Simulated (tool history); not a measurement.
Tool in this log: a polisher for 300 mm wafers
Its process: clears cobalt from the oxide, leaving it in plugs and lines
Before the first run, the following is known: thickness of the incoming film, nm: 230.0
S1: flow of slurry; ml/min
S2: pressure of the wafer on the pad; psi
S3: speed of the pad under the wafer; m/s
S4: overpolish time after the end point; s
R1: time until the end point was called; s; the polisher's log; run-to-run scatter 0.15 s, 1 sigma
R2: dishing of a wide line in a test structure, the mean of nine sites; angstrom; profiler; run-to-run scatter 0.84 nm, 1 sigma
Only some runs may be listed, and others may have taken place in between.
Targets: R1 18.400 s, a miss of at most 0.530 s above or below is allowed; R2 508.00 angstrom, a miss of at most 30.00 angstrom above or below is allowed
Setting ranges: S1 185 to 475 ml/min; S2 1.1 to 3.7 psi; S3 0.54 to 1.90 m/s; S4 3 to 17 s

Run 1, hour 0.0: S1 305 ml/min, S2 2.4 psi, S3 1.22 m/s, S4 9 s. Result: R1 33.470 s, R2 396.01 angstrom.
Run 2, hour 1.0: S1 305 ml/min, S2 2.4 psi, S3 1.22 m/s, S4 11 s. Result: R1 34.038 s, R2 426.11 angstrom.
Run 3, hour 7.1: S1 305 ml/min, S2 2.0 psi, S3 1.22 m/s, S4 11 s. Result: R1 39.670 s, R2 403.42 angstrom.
Run 4, hour 8.2: S1 360 ml/min, S2 2.0 psi, S3 1.22 m/s, S4 11 s. Result: R1 39.754 s, R2 405.40 angstrom.
Run 5, hour 10.4: S1 360 ml/min, S2 1.5 psi, S3 1.22 m/s, S4 11 s. Result: R1 53.221 s, R2 341.27 angstrom.
Run 6, hour 11.2: S1 360 ml/min, S2 1.8 psi, S3 1.22 m/s, S4 10 s. Result: R1 43.330 s, R2 365.36 angstrom.
Run 7, hour 16.1: S1 365 ml/min, S2 2.1 psi, S3 1.22 m/s, S4 10 s. Result: R1 37.912 s, R2 391.78 angstrom.
Run 8, hour 20.4: S1 365 ml/min, S2 2.1 psi, S3 1.22 m/s, S4 10 s. Result: R1 37.873 s, R2 375.58 angstrom.
Run 9, hour 27.4: S1 365 ml/min, S2 2.3 psi, S3 1.22 m/s, S4 10 s. Result: R1 34.678 s, R2 399.19 angstrom.
Run 10, hour 36.0: S1 365 ml/min, S2 2.5 psi, S3 1.22 m/s, S4 10 s. Result: R1 31.813 s, R2 405.24 angstrom.
Run 11, hour 45.0: S1 365 ml/min, S2 2.7 psi, S3 1.22 m/s, S4 10 s. Result: R1 30.104 s, R2 433.71 angstrom.
Run 12, hour 51.7: S1 365 ml/min, S2 2.9 psi, S3 1.24 m/s, S4 10 s. Result: R1 27.626 s, R2 451.32 angstrom.
Run 13, hour 56.4: S1 365 ml/min, S2 3.0 psi, S3 1.26 m/s, S4 10 s. Result: R1 26.495 s, R2 463.22 angstrom.
Run 14, hour 61.5: S1 375 ml/min, S2 3.6 psi, S3 1.40 m/s, S4 8 s. Result: R1 19.763 s, R2 473.92 angstrom.
Run 15, hour 64.2: S1 375 ml/min, S2 3.7 psi, S3 1.42 m/s, S4 8 s. Result: R1 19.368 s, R2 466.82 angstrom.

Below are 4 possible settings for the next run. Only one of them brings all results inside the allowed miss of their targets. Which is it?
Run A, hour 66.9: S1 365 ml/min, S2 3.6 psi, S3 1.38 m/s, S4 7 s. Result: R1 ?, R2 ?.
Run B, hour 66.9: S1 350 ml/min, S2 3.7 psi, S3 1.58 m/s, S4 5 s. Result: R1 ?, R2 ?.
Run C, hour 66.9: S1 390 ml/min, S2 3.6 psi, S3 1.52 m/s, S4 9 s. Result: R1 ?, R2 ?.
Run D, hour 66.9: S1 395 ml/min, S2 3.6 psi, S3 1.60 m/s, S4 6 s. Result: R1 ?, R2 ?.

move      R1      R2
   A  20.116  447.96
   B  17.412  407.10
   C  18.366  511.70
   D  17.524  444.43
A: misses by more than the last run did
B: the result that was furthest off in the last run now lies on the other side of its target
C: all results land within tolerance of their targets
D: the result that was furthest off in the last run now lies on the other side of its target
C is the move that brings every result within its allowed miss.
